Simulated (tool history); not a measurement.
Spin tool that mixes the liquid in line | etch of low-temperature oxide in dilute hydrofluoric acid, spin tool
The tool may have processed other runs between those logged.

| run | hour | temperature setpoint of the liquid (K) | parts of water to one part of 49 % hydrofluoric acid (parts by volume) | time under the liquid (s) | thickness taken off the low-temperature oxide on a monitor wafer (Å) |
|---|---|---|---|---|---|
| 1 | 0.0 | 297.15 | 165 | 280 | 207.48 |
| 2 | 6.0 | 297.15 | 125 | 280 | 286.09 |
| 3 | 6.7 | 297.15 | 125 | 300 | 308.84 |
| 4 | 7.2 | 295.15 | 135 | 300 | 260.64 |
| 5 | 11.6 | 293.65 | 140 | 300 | 236.29 |
|  | 16.9 | hydrofluoric acid flow meter replaced |
| 6 | 16.9 | 292.65 | 145 | 300 | 237.17 |
| 7 | 24.4 | 292.15 | 155 | 300 | 213.41 |
| 8 | 28.9 | 291.65 | 160 | 300 | 201.43 |
| 9 | 36.1 | 291.65 | 160 | 300 | 201.66 |
| 10 | 37.9 | 291.15 | 160 | 300 | 198.58 |

Run 11, settings as shown, results not yet in. Your forecast:
| 11 | 39.6 | 290.65 | 160 | 300 | ? |

thickness taken off the low-temperature oxide on a monitor wafer (Å): 195.86
